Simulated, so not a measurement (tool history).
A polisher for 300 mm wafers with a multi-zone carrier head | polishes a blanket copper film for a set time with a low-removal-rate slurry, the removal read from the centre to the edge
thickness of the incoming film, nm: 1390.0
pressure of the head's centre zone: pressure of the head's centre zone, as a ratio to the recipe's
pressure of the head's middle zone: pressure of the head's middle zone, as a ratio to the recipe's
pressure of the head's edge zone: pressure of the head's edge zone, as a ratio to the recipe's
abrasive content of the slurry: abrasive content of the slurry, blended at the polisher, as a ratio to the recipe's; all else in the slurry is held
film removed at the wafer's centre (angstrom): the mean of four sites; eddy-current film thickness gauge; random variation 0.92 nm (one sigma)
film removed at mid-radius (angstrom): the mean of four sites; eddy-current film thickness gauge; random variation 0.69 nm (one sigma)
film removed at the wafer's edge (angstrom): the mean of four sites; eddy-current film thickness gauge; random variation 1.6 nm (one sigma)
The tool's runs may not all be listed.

| run | hour | flow of slurry (ml/min) | pressure of the head's centre zone | pressure of the head's middle zone | pressure of the head's edge zone | abrasive content of the slurry | polishing time (s) | film removed at the wafer's centre (angstrom) | film removed at mid-radius (angstrom) | film removed at the wafer's edge (angstrom) |
|---|---|---|---|---|---|---|---|---|---|---|
| 1 | 0 | 240 | 1 | 1 | 1 | 1 | 53 | 1913 | 1881.9 | 1878.3 |
| 2 | 8.6 | 230 | 0.99 | 0.96 | 0.97 | 0.9 | 49 | 1675.7 | 1623.7 | 1709.2 |
| 3 | 15.8 | 235 | 1 | 0.95 | 0.94 | 0.8 | 45 | 1487.9 | 1425 | 1469.3 |
| 4 | 20.9 | 235 | 1 | 0.95 | 0.89 | 0.8 | 45 | 1500.7 | 1429.1 | 1457.1 |
| 5 | 29.1 | 235 | 1 | 0.95 | 0.89 | 0.8 | 51 | 1711.7 | 1614.1 | 1630.1 |
| 6 | 31.8 | 235 | 0.99 | 0.92 | 0.88 | 0.75 | 48 | 1545 | 1442.9 | 1462.6 |

Run 7 comes next. What will it give?
| 7 | 36.8 | 235 | 0.99 | 0.92 | 0.88 | 0.75 | 48 | ? | ? | ? |

{"run 7": {"film removed at the wafer's centre (angstrom)": 1561.7, "film removed at mid-radius (angstrom)": 1450.7, "film removed at the wafer's edge (angstrom)": 1546.3}}
